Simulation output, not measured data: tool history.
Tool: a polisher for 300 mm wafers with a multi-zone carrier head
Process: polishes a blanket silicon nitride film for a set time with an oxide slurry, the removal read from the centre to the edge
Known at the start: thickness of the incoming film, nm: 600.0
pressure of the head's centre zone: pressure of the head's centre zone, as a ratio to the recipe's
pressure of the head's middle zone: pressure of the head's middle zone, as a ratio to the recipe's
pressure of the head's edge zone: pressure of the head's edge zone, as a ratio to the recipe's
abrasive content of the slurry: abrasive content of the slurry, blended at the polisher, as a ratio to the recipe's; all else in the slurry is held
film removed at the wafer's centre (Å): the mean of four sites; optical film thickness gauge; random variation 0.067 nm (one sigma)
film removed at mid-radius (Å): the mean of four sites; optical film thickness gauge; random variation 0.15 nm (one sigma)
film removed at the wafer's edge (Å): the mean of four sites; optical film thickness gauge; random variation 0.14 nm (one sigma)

run	hour	flow of slurry (ml/min)	pressure of the head's centre zone	pressure of the head's middle zone	pressure of the head's edge zone	abrasive content of the slurry	polishing time (s)	film removed at the wafer's centre (Å)	film removed at mid-radius (Å)	film removed at the wafer's edge (Å)
1	0.0	145	1.00	1.00	1.00	1.00	35	135.52	137.80	137.73
2	1.0	140	0.97	0.99	0.97	0.90	35	126.58	130.97	130.26
3	9.1	135	0.94	0.99	0.95	0.80	34	111.29	120.37	115.77
4	11.5	130	0.92	0.97	0.93	0.75	34	107.86	116.91	116.04
5	19.7	130	0.99	0.97	0.93	0.75	34	112.61	118.29	116.95
6	23.7	130	0.97	0.97	0.92	0.70	34	108.55	113.04	110.74

Run 7 comes next. What will it give?
7	27.1	125	0.95	0.97	0.92	0.65	34	?	?	?

{"run 7": {"film removed at the wafer's centre (Å)": 103.94, "film removed at mid-radius (Å)": 108.55, "film removed at the wafer's edge (Å)": 106.63}}

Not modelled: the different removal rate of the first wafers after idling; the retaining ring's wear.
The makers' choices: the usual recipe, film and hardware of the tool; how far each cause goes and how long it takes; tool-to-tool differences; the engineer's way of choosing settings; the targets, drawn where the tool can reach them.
